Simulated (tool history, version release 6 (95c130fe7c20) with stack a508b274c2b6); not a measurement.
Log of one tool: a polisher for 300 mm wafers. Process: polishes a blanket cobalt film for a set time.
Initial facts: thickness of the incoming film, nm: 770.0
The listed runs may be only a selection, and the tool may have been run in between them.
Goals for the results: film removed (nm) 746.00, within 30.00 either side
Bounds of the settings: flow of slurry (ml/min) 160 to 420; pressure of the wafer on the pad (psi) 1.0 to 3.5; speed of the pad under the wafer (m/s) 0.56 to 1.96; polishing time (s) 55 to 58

run  hour  flow of slurry (ml/min)  pressure of the wafer on the pad (psi)  speed of the pad under the wafer (m/s)  polishing time (s)  film removed (nm)
  1   0.0                      270                                     2.2                                    1.26                  55             491.69
  2   4.7                      270                                     2.5                                    1.26                  55             544.85
  3  10.8                      270                                     2.5                                    1.46                  55             632.03
  4  18.1                      270                                     2.3                                    1.46                  55             578.16
  5  20.0                      330                                     2.3                                    1.46                  55             593.73
  6  28.3                      330                                     2.3                                    1.58                  55             619.66
  7  29.2                      330                                     2.4                                    1.58                  55             655.78
  8  30.6                      330                                     2.5                                    1.58                  55             692.20
  9  35.1                      330                                     2.6                                    1.58                  55             704.47

Consider the 4 candidate settings below. Which is the only one whose results all fall within their allowed miss of target?
  A  39.6                      310                                     2.3                                    1.56                  56                  ?
  B  39.6                      420                                     2.5                                    1.88                  55                  ?
  C  39.6                      380                                     2.5                                    1.38                  55                  ?
  D  39.6                      330                                     2.3                                    1.88                  56                  ?

move  film removed (nm)
   A             637.05
   B             821.25
   C             618.79
   D             757.46
A: the biggest miss grows against the last run
B: takes the result that was furthest off past its target
C: the biggest miss grows against the last run
D: meets every target
So the answer is move D, the one that meets all the targets.
